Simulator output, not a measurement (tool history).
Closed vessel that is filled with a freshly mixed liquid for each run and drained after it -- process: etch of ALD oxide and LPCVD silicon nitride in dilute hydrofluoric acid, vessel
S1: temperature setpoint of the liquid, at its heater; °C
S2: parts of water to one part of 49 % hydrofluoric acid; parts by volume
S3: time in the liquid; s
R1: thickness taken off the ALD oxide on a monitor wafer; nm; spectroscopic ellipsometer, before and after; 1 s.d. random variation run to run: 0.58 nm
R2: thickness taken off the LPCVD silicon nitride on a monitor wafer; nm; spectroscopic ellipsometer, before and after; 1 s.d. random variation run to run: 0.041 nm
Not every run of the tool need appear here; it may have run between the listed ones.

run 1 hour=0.0 | S1=26.0 S2=100 S3=330 | R1=52.583 R2=2.0827
run 2 hour=1.5 | S1=26.0 S2=90 S3=325 | R1=58.485 R2=2.2892
run 3 hour=6.2 | S1=23.0 S2=90 S3=325 | R1=52.104 R2=1.8799
run 4 hour=9.0 | S1=24.0 S2=80 S3=320 | R1=61.371 R2=2.1967
run 5 hour=15.1 | S1=24.0 S2=80 S3=210 | R1=40.213 R2=1.4484
run 6 hour=16.7 | S1=25.0 S2=70 S3=205 | R1=47.486 R2=1.7180
run 7 hour=18.8 | S1=26.0 S2=60 S3=200 | R1=56.323 R2=2.1095
run 8 hour=25.6 | S1=26.5 S2=50 S3=195 | R1=68.365 R2=2.5337
run 9 hour=33.8 | S1=27.0 S2=45 S3=190 | R1=75.650 R2=2.8113
run 10 hour=39.4 | S1=27.5 S2=40 S3=185 | R1=84.679 R2=3.1574
run 11 hour=46.6 | S1=28.0 S2=35 S3=180 | R1=98.272 R2=3.7000

Run 12 is up next; what results do you expect?
run 12 hour=51.5 | S1=27.5 S2=35 S3=180 | R1=? R2=?

{"run 12": {"R1": 96.317, "R2": 3.5792}}
